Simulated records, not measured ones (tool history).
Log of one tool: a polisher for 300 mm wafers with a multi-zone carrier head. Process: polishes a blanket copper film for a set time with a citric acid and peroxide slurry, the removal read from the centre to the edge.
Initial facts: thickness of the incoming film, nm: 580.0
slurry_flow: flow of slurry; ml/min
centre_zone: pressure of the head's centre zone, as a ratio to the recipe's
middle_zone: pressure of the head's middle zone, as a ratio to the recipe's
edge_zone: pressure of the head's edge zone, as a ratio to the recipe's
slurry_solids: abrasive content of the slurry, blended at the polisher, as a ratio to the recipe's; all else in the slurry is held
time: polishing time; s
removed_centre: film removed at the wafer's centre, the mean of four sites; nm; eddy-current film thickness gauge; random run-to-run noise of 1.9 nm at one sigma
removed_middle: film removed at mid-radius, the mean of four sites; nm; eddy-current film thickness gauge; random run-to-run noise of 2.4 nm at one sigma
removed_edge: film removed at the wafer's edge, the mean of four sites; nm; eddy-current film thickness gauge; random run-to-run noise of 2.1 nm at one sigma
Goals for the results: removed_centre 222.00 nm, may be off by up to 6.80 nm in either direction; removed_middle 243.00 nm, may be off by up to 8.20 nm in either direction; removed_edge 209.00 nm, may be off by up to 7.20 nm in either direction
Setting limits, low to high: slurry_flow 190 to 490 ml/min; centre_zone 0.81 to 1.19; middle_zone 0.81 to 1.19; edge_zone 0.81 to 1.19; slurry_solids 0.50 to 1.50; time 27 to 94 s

run 1 hour=0.0 | slurry_flow=315 centre_zone=1.00 middle_zone=1.00 edge_zone=1.00 slurry_solids=1.00 time=60 | removed_centre=144.77 removed_middle=152.42 removed_edge=141.81
run 2 hour=4.8 | slurry_flow=315 centre_zone=1.00 middle_zone=1.00 edge_zone=1.04 slurry_solids=1.00 time=60 | removed_centre=142.53 removed_middle=149.04 removed_edge=147.73
run 3 hour=8.6 | slurry_flow=315 centre_zone=1.00 middle_zone=1.00 edge_zone=1.11 slurry_solids=1.00 time=60 | removed_centre=142.84 removed_middle=150.10 removed_edge=150.64
run 4 hour=12.7 | slurry_flow=320 centre_zone=1.01 middle_zone=1.02 edge_zone=1.11 slurry_solids=1.05 time=62 | removed_centre=154.47 removed_middle=158.56 removed_edge=160.03
run 5 hour=18.9 | slurry_flow=285 centre_zone=1.01 middle_zone=1.02 edge_zone=1.11 slurry_solids=1.05 time=62 | removed_centre=149.69 removed_middle=157.23 removed_edge=161.20
run 6 hour=20.1 | slurry_flow=295 centre_zone=1.01 middle_zone=1.04 edge_zone=1.10 slurry_solids=1.10 time=64 | removed_centre=157.60 removed_middle=168.72 removed_edge=164.29
run 7 hour=27.2 | slurry_flow=295 centre_zone=1.02 middle_zone=1.06 edge_zone=1.10 slurry_solids=1.15 time=65 | removed_centre=164.36 removed_middle=172.90 removed_edge=168.87
run 8 hour=27.8 | slurry_flow=300 centre_zone=1.02 middle_zone=1.07 edge_zone=1.09 slurry_solids=1.20 time=67 | removed_centre=171.52 removed_middle=186.12 removed_edge=173.57
run 9 hour=36.1 | slurry_flow=300 centre_zone=1.03 middle_zone=1.08 edge_zone=1.10 slurry_solids=1.25 time=68 | removed_centre=175.44 removed_middle=189.82 removed_edge=179.06
run 10 hour=36.8 | slurry_flow=305 centre_zone=1.04 middle_zone=1.09 edge_zone=1.10 slurry_solids=1.30 time=69 | removed_centre=183.22 removed_middle=195.51 removed_edge=187.60

Exactly one of the 5 candidate moves below puts every result within its allowed miss. Which one?
run A hour=37.5 | slurry_flow=320 centre_zone=1.11 middle_zone=0.96 edge_zone=1.07 slurry_solids=1.40 time=83 | removed_centre=? removed_middle=? removed_edge=?
run B hour=37.5 | slurry_flow=340 centre_zone=1.12 middle_zone=1.05 edge_zone=1.09 slurry_solids=1.40 time=80 | removed_centre=? removed_middle=? removed_edge=?
run C hour=37.5 | slurry_flow=230 centre_zone=1.07 middle_zone=1.04 edge_zone=1.19 slurry_solids=1.20 time=85 | removed_centre=? removed_middle=? removed_edge=?
run D hour=37.5 | slurry_flow=485 centre_zone=1.11 middle_zone=1.08 edge_zone=1.03 slurry_solids=1.25 time=84 | removed_centre=? removed_middle=? removed_edge=?
run E hour=37.5 | slurry_flow=300 centre_zone=1.10 middle_zone=1.19 edge_zone=1.08 slurry_solids=1.25 time=79 | removed_centre=? removed_middle=? removed_edge=?

move=A removed_centre=241.60 removed_middle=215.43 removed_edge=223.82
move=B removed_centre=236.06 removed_middle=224.76 removed_edge=218.08
move=C removed_centre=224.26 removed_middle=222.37 removed_edge=228.89
move=D removed_centre=243.86 removed_middle=239.51 removed_edge=219.48
move=E removed_centre=220.80 removed_middle=238.34 removed_edge=206.69
A: closer than the last run, but not yet in spec
B: closer than the last run, but not yet in spec
C: closer than the last run, but not yet in spec
D: puts the biggest miss on target and leaves a different result outside tolerance
E: every result lands within tolerance
Move E is the one to make.

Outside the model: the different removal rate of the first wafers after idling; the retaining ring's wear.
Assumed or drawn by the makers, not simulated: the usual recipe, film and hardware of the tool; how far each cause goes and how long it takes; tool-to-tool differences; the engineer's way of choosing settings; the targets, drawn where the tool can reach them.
